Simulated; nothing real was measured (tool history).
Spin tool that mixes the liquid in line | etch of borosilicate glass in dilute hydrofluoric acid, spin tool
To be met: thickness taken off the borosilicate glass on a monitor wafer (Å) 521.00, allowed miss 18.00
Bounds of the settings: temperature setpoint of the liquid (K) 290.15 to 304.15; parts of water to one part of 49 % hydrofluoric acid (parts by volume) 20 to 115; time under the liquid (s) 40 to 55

| run | hour | temperature setpoint of the liquid (K) | parts of water to one part of 49 % hydrofluoric acid (parts by volume) | time under the liquid (s) | thickness taken off the borosilicate glass on a monitor wafer (Å) |
|---|---|---|---|---|---|
| 1 | 0.0 | 296.15 | 65 | 55 | 214.91 |
| 2 | 2.0 | 296.15 | 45 | 55 | 317.27 |
| 3 | 5.8 | 296.15 | 30 | 55 | 490.32 |
| 4 | 11.8 | 299.15 | 30 | 55 | 554.46 |
| 5 | 13.9 | 299.15 | 30 | 40 | 413.01 |
| 6 | 19.4 | 300.15 | 30 | 40 | 418.46 |
| 7 | 27.1 | 300.65 | 30 | 40 | 426.40 |
| 8 | 31.0 | 304.15 | 25 | 40 | 601.04 |
| 9 | 34.0 | 301.65 | 25 | 40 | 538.06 |

Which of these 5 next moves meets every target?
| A | 37.0 | 300.65 | 25 | 40 | ? |
| B | 37.0 | 299.65 | 30 | 55 | ? |
| C | 37.0 | 303.65 | 30 | 40 | ? |
| D | 37.0 | 302.15 | 25 | 40 | ? |
| E | 37.0 | 297.15 | 20 | 40 | ? |

| move | thickness taken off the borosilicate glass on a monitor wafer (Å) |
|---|---|
| A | 520.77 |
| B | 568.55 |
| C | 486.15 |
| D | 553.59 |
| E | 566.79 |
A: meets every target
B: further off than the last run
C: takes the result that was furthest off past its target
D: further off than the last run
E: further off than the last run
The right move is A.
